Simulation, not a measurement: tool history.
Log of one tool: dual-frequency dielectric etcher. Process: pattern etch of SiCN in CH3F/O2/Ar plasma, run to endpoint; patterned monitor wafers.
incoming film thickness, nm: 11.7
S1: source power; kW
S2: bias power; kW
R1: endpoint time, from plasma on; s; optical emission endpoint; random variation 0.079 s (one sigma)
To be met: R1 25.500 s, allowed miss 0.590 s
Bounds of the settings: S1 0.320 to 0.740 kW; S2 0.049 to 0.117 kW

run  hour     S1     S2      R1
  1   0.0  0.530  0.083  28.374
  2   6.0  0.560  0.083  27.817
  3   9.1  0.570  0.084  27.406
  4  15.8  0.580  0.084  27.181
  5  16.8  0.510  0.084  28.807
  6  24.5  0.510  0.075  29.883
  7  26.0  0.530  0.076  29.113
  8  26.7  0.550  0.077  28.545
  9  35.5  0.570  0.078  27.992
 10  39.4  0.580  0.079  27.680
 11  41.0  0.590  0.079  27.528
 12  49.1  0.600  0.079  27.162
 13  53.4  0.610  0.079  27.158
 14  56.1  0.620  0.079  26.953
 15  62.7  0.630  0.079  26.726
 16  70.4  0.640  0.079  26.398

4 next moves are on the table. One of them brings every result within its allowed miss. Which?
  A  78.1  0.620  0.081   ?
  B  78.1  0.540  0.083   ?
  C  78.1  0.660  0.085   ?
  D  78.1  0.600  0.072   ?

move      R1
   A  26.743
   B  28.224
   C  25.645
   D  28.094
A: further off than the last run
B: further off than the last run
C: meets every target
D: further off than the last run
The right move is C.
